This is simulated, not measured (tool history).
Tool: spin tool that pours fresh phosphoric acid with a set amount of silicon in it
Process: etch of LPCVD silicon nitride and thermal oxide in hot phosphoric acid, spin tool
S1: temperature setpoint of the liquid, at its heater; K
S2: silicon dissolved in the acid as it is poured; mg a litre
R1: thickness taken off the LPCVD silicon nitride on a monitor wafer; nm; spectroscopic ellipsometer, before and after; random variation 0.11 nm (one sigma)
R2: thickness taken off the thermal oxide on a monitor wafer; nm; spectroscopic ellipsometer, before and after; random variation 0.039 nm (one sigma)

Run 1, hour 0.0: S1 437.15 K, S2 22.0 mg a litre, time under the liquid (s) 95. Result: R1 9.7692 nm, R2 0.15754 nm.
Run 2, hour 4.2: S1 437.15 K, S2 22.0 mg a litre, time under the liquid (s) 110. Result: R1 11.4060 nm, R2 0.17676 nm.
Run 3, hour 10.2: S1 437.65 K, S2 20.5 mg a litre, time under the liquid (s) 115. Result: R1 12.0410 nm, R2 0.17965 nm.
Run 4, hour 14.0: S1 437.65 K, S2 20.5 mg a litre, time under the liquid (s) 95. Result: R1 10.0420 nm, R2 0.14888 nm.
Run 5, hour 22.0: S1 437.65 K, S2 8.0 mg a litre, time under the liquid (s) 95. Result: R1 9.9957 nm, R2 0.23145 nm.
Run 6, hour 30.4: S1 436.15 K, S2 8.0 mg a litre, time under the liquid (s) 95. Result: R1 9.4263 nm, R2 0.23513 nm.
Run 7, hour 31.7: S1 437.15 K, S2 7.5 mg a litre, time under the liquid (s) 100. Result: R1 10.2740 nm, R2 0.25986 nm.
Run 8, hour 39.3: S1 437.65 K, S2 7.5 mg a litre, time under the liquid (s) 105. Result: R1 10.9050 nm, R2 0.28240 nm.
Run 9, hour 43.1: S1 438.15 K, S2 8.5 mg a litre, time under the liquid (s) 110. Result: R1 11.5470 nm, R2 0.34199 nm.
Run 10, hour 45.3: S1 438.65 K, S2 11.0 mg a litre, time under the liquid (s) 115. Result: R1 12.3970 nm, R2 0.20924 nm.
Run 11, hour 48.5: S1 438.65 K, S2 9.0 mg a litre, time under the liquid (s) 120. Result: R1 13.0690 nm, R2 0.34002 nm.
Run 12, hour 54.9: S1 439.15 K, S2 9.5 mg a litre, time under the liquid (s) 120. Result: R1 12.9900 nm, R2 0.33074 nm.

Forecast run 13:
Run 13, hour 60.9: S1 439.15 K, S2 10.5 mg a litre, time under the liquid (s) 125. Result: R1 ?, R2 ?.

{"run 13": {"R1": 13.59, "R2": 0.23961}}
